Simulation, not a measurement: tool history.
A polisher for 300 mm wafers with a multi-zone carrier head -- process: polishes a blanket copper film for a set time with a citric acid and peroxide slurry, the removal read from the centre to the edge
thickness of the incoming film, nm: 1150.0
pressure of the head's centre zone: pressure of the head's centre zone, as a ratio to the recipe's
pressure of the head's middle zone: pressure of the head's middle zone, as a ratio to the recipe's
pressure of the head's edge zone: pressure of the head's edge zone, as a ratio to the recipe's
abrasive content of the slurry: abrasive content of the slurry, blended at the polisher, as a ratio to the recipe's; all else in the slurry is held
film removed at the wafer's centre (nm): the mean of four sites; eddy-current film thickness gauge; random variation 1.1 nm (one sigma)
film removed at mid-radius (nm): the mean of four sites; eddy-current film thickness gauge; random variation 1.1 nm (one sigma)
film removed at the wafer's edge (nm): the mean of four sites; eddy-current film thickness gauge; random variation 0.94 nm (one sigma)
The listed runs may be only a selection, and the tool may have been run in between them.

run	hour	flow of slurry (ml/min)	pressure of the head's centre zone	pressure of the head's middle zone	pressure of the head's edge zone	abrasive content of the slurry	polishing time (s)	film removed at the wafer's centre (nm)	film removed at mid-radius (nm)	film removed at the wafer's edge (nm)
1	0.0	180	1.00	1.00	1.00	1.00	33	53.530	54.083	54.451
2	7.1	180	1.00	1.08	1.00	1.00	33	53.882	55.387	54.184
3	11.1	180	1.00	1.08	0.95	1.00	33	53.305	56.386	52.950
4	20.0	180	1.00	1.08	0.95	1.10	33	52.901	57.271	53.914
5	21.6	185	1.02	1.07	0.99	1.15	35	59.050	61.769	59.814
6	27.3	185	1.02	1.07	0.99	1.15	32	54.231	55.960	53.634
7	34.4	190	1.03	1.06	1.02	1.20	34	59.646	60.076	58.540

Estimate the outcome of run 8 from the log above:
8	39.6	190	1.03	1.04	1.04	1.25	36	?	?	?

film removed at the wafer's centre (nm): 63.435
film removed at mid-radius (nm): 63.123
film removed at the wafer's edge (nm): 63.877
